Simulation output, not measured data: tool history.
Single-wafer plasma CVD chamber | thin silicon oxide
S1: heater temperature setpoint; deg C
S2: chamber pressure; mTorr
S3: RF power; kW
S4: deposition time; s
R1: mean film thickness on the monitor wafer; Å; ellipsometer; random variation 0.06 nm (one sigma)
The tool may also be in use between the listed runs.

{"run": 1, "hour": 0.0, "S1": 385, "S2": 1030, "S3": 0.32, "S4": 8.92, "R1": 216.15}
{"run": 2, "hour": 4.1, "S1": 385, "S2": 1000, "S3": 0.32, "S4": 8.92, "R1": 209.37}
{"run": 3, "hour": 12.1, "S1": 390, "S2": 1000, "S3": 0.32, "S4": 8.92, "R1": 208.56}
{"run": 4, "hour": 18.1, "S1": 390, "S2": 1000, "S3": 0.285, "S4": 8.92, "R1": 195.04}
{"run": 5, "hour": 18.6, "S1": 390, "S2": 900, "S3": 0.285, "S4": 8.92, "R1": 171.14}
{"run": 6, "hour": 25.3, "S1": 390, "S2": 1010, "S3": 0.285, "S4": 8.92, "R1": 197.32}
{"run": 7, "hour": 32.4, "S1": 390, "S2": 1000, "S3": 0.285, "S4": 8.92, "R1": 195.55}
{"run": 8, "hour": 39.3, "S1": 390, "S2": 990, "S3": 0.285, "S4": 8.92, "R1": 194.31}
{"run": 9, "hour": 41.2, "S1": 390, "S2": 910, "S3": 0.285, "S4": 8.92, "R1": 173.22}
{"run": 10, "hour": 43.5, "S1": 390, "S2": 920, "S3": 0.285, "S4": 8.92, "R1": 177.19}

Run 11 comes next. What will it give?
{"run": 11, "hour": 45.1, "S1": 389, "S2": 940, "S3": 0.285, "S4": 8.92, "R1": "?"}

Run 11 gave R1 181.97 Å.

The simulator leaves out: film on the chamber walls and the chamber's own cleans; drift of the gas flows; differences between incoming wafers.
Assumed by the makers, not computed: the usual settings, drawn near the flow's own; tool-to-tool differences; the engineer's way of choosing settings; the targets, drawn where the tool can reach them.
